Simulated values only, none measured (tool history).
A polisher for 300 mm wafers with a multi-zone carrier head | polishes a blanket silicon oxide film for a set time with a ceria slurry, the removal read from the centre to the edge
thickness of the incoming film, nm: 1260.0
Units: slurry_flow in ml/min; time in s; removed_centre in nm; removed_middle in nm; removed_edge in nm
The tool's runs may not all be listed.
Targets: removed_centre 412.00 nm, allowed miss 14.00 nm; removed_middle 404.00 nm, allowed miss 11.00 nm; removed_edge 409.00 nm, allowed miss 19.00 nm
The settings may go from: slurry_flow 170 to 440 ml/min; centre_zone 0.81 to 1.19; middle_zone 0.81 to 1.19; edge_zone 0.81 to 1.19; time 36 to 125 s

run 1 hour=0.0 | slurry_flow=280 centre_zone=1.00 middle_zone=1.00 edge_zone=1.00 time=80 | removed_centre=534.67 removed_middle=527.86 removed_edge=524.83
run 2 hour=8.7 | slurry_flow=325 centre_zone=1.00 middle_zone=1.00 edge_zone=1.00 time=80 | removed_centre=551.19 removed_middle=542.72 removed_edge=526.61
run 3 hour=9.6 | slurry_flow=330 centre_zone=0.98 middle_zone=0.97 edge_zone=0.97 time=76 | removed_centre=508.87 removed_middle=504.67 removed_edge=516.69
run 4 hour=12.6 | slurry_flow=330 centre_zone=0.98 middle_zone=1.05 edge_zone=0.97 time=76 | removed_centre=508.39 removed_middle=535.62 removed_edge=510.15
run 5 hour=17.6 | slurry_flow=330 centre_zone=0.98 middle_zone=1.05 edge_zone=1.06 time=76 | removed_centre=517.74 removed_middle=533.46 removed_edge=512.76
run 6 hour=21.1 | slurry_flow=330 centre_zone=0.98 middle_zone=1.05 edge_zone=1.06 time=61 | removed_centre=412.03 removed_middle=430.47 removed_edge=413.61
run 7 hour=24.0 | slurry_flow=320 centre_zone=0.98 middle_zone=1.04 edge_zone=1.06 time=61 | removed_centre=413.13 removed_middle=426.21 removed_edge=410.22
run 8 hour=26.2 | slurry_flow=315 centre_zone=0.98 middle_zone=1.03 edge_zone=1.06 time=61 | removed_centre=406.60 removed_middle=421.75 removed_edge=410.26

5 next moves are on the table. One of them brings every result within its allowed miss. Which?
run A hour=28.4 | slurry_flow=310 centre_zone=0.98 middle_zone=1.08 edge_zone=1.11 time=61 | removed_centre=? removed_middle=? removed_edge=?
run B hour=28.4 | slurry_flow=285 centre_zone=0.93 middle_zone=1.08 edge_zone=1.08 time=60 | removed_centre=? removed_middle=? removed_edge=?
run C hour=28.4 | slurry_flow=305 centre_zone=1.01 middle_zone=1.01 edge_zone=1.12 time=60 | removed_centre=? removed_middle=? removed_edge=?
run D hour=28.4 | slurry_flow=405 centre_zone=1.05 middle_zone=0.98 edge_zone=1.01 time=56 | removed_centre=? removed_middle=? removed_edge=?
run E hour=28.4 | slurry_flow=305 centre_zone=1.04 middle_zone=1.03 edge_zone=1.10 time=55 | removed_centre=? removed_middle=? removed_edge=?

move=A removed_centre=414.05 removed_middle=435.99 removed_edge=423.90
move=B removed_centre=382.49 removed_middle=425.12 removed_edge=410.44
move=C removed_centre=418.84 removed_middle=404.36 removed_edge=418.02
move=D removed_centre=417.89 removed_middle=377.26 removed_edge=385.22
move=E removed_centre=395.49 removed_middle=376.81 removed_edge=380.85
A: further off than the last run
B: further off than the last run
C: meets every target
D: takes the result that was furthest off past its target
E: takes the result that was furthest off past its target
Move C is the one to make.
